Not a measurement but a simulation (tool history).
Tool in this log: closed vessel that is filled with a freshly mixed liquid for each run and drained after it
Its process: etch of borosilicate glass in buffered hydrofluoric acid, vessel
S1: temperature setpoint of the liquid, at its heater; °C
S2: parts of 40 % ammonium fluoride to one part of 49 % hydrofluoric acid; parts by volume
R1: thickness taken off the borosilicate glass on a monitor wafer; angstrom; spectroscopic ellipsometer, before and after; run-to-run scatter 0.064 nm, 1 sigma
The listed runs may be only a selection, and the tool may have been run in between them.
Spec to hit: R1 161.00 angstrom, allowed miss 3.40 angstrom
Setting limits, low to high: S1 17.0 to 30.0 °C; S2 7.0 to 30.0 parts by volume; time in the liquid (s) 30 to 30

run 1 hour=0.0 | S1=22.0 S2=19.0 time_in_the_liquid_(s)=30 | R1=175.37
run 2 hour=2.5 | S1=25.0 S2=19.0 time_in_the_liquid_(s)=30 | R1=206.55
run 3 hour=3.6 | S1=28.0 S2=19.0 time_in_the_liquid_(s)=30 | R1=242.21
run 4 hour=10.2 | S1=25.5 S2=19.0 time_in_the_liquid_(s)=30 | R1=212.16
-- hour=18.2 hydrofluoric acid flow meter replaced
run 5 hour=18.2 | S1=25.0 S2=19.0 time_in_the_liquid_(s)=30 | R1=221.09
run 6 hour=20.1 | S1=24.5 S2=19.0 time_in_the_liquid_(s)=30 | R1=217.42
run 7 hour=21.0 | S1=23.5 S2=19.0 time_in_the_liquid_(s)=30 | R1=205.29
run 8 hour=24.7 | S1=23.0 S2=19.0 time_in_the_liquid_(s)=30 | R1=199.10

Pick the move, out of 5, that brings all results within their allowed miss; only one does.
run A hour=28.4 | S1=23.0 S2=22.0 time_in_the_liquid_(s)=30 | R1=?
run B hour=28.4 | S1=22.5 S2=28.5 time_in_the_liquid_(s)=30 | R1=?
run C hour=28.4 | S1=22.0 S2=25.0 time_in_the_liquid_(s)=30 | R1=?
run D hour=28.4 | S1=26.0 S2=21.5 time_in_the_liquid_(s)=30 | R1=?
run E hour=28.4 | S1=23.0 S2=25.0 time_in_the_liquid_(s)=30 | R1=?

move=A R1=176.43
move=B R1=143.48
move=C R1=152.90
move=D R1=210.62
move=E R1=161.46
A: an improvement on the last run, though not all results are within tolerance
B: takes the biggest miss from the last run beyond its target
C: takes the biggest miss from the last run beyond its target
D: moves away from the targets compared with the last run
E: hits every target within its allowed miss
Correct choice: E, which meets every target
